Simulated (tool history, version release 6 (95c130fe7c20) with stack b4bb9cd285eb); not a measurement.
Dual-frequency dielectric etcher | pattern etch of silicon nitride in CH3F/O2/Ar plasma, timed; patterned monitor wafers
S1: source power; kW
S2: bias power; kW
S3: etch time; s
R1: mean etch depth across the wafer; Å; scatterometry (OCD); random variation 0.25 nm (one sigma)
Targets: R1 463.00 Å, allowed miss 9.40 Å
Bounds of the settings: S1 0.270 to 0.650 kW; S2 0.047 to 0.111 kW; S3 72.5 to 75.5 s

run	hour	S1	S2	S3	R1
1	0.0	0.460	0.079	72.5	555.23
2	8.7	0.400	0.079	72.5	521.70
3	15.8	0.400	0.079	75.5	547.85
4	16.7	0.400	0.079	72.5	526.50
5	24.9	0.370	0.077	72.5	504.58
6	31.8	0.370	0.077	75.5	524.26
7	33.7	0.340	0.076	75.5	508.03
8	35.3	0.320	0.075	75.5	486.57
9	36.6	0.320	0.075	75.5	485.92
10	40.3	0.310	0.075	75.5	478.27
11	46.2	0.300	0.075	75.5	478.34
12	52.1	0.270	0.072	75.5	447.30

Which of these 5 next moves meets every target?
A	58.0	0.270	0.072	73.5	?
B	58.0	0.340	0.047	75.0	?
C	58.0	0.280	0.072	73.0	?
D	58.0	0.280	0.079	74.0	?
E	58.0	0.330	0.055	75.0	?

move	R1
A	436.17
B	421.85
C	440.09
D	462.11
E	439.90
A: further off than the last run
B: further off than the last run
C: further off than the last run
D: meets every target
E: further off than the last run
Move D is the one to make.
